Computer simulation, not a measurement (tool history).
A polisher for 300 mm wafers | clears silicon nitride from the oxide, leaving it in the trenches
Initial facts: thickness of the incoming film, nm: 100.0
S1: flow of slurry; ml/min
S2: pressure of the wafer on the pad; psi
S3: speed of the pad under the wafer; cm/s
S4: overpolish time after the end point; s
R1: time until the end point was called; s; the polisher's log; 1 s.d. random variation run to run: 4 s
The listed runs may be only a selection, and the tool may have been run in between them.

run 1 hour=0 | S1=185 S2=2.3 S3=80 S4=8 | R1=203.7
run 2 hour=9 | S1=185 S2=2.1 S3=78 S4=8 | R1=223.73
run 3 hour=11.6 | S1=220 S2=2.1 S3=78 S4=8 | R1=220.19
run 4 hour=13 | S1=220 S2=2.1 S3=98 S4=8 | R1=177.01
run 5 hour=15.7 | S1=220 S2=1.9 S3=92 S4=8 | R1=198.54
-- hour=17.7 worn pad replaced by a new one
run 6 hour=17.7 | S1=220 S2=1.7 S3=86 S4=8 | R1=215.96
run 7 hour=24.9 | S1=220 S2=1.6 S3=78 S4=8 | R1=240.3
run 8 hour=31.4 | S1=215 S2=1.5 S3=72 S4=8 | R1=273.35

For run 9, what comes out?
run 9 hour=32.3 | S1=210 S2=1.4 S3=68 S4=8 | R1=?

{"run 9": {"R1": 303.87}}

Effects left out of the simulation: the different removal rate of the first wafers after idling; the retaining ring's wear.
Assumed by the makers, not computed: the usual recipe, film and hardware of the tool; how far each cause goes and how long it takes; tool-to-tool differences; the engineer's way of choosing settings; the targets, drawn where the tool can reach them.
